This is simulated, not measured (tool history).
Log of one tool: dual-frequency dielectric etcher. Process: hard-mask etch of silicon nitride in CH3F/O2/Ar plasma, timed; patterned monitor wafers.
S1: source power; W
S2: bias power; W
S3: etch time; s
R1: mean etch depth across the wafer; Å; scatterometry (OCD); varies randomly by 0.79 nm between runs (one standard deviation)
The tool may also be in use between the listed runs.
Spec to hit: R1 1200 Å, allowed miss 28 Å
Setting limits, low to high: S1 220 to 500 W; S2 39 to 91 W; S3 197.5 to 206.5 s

run  hour   S1  S2     S3      R1
  1     0  360  65  197.5  1317.1
  2   7.7  420  65  197.5  1382.5
  3    13  470  65  197.5  1424.5
  4  15.7  500  65  197.5  1432.3
  5  22.2  500  65  206.5    1493
  6  29.2  490  61    205  1468.3
  7  37.9  470  57  203.5  1424.9
  8  46.3  450  54  202.5  1391.5
  9  52.2  380  41  198.5  1260.2
     53.4  -- source power generator calibrated
 10  53.4  370  41  198.5  1254.5
 11  57.6  360  41  198.5  1231.3

4 candidate next runs follow, results not yet known. Just one meets every target within its allowed miss. Identify it.
  A  61.8  410  40    199   ?
  B  61.8  300  39  200.5   ?
  C  61.8  360  44    200   ?
  D  61.8  370  39    200   ?

move      R1
   A  1285.7
   B  1200.1
   C  1267.1
   D  1256.3
A: further off than the last run
B: all results in spec
C: further off than the last run
D: further off than the last run
So the answer is move B, the one that meets all the targets.
